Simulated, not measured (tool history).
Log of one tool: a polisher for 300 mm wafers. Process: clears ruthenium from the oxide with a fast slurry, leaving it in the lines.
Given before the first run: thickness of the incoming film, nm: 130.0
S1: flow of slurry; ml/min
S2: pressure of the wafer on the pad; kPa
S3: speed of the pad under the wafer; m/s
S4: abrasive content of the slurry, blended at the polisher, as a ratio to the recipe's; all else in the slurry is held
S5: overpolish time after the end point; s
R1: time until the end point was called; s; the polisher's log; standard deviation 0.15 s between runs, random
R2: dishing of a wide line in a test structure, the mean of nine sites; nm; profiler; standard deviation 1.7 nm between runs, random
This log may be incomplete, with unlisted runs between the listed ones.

run  hour   S1    S2    S3    S4  S5      R1      R2
  1     0  125  17.2  1.14     1  29  25.768  81.259
  2   2.7  130  18.6  1.14     1  29  24.404  87.161
  3   4.4  145  18.6  1.14     1  29  23.532  87.639
  4   6.8  145  18.6  1.14  0.85  29  25.401  83.918
  5  14.1  150  20.7  1.16  0.85  29  22.451  88.521
  6  16.7  150  20.7  1.16  1.05  29  20.787  94.587
  7  17.6  150  22.1  1.16  1.05  29  19.271  98.868

What does the tool deliver on the next run?
  8  24.5  150  22.8  1.16  1.05  29   ?   ?

Run 8 produced R1 19.259 s, R2 101.78 nm.

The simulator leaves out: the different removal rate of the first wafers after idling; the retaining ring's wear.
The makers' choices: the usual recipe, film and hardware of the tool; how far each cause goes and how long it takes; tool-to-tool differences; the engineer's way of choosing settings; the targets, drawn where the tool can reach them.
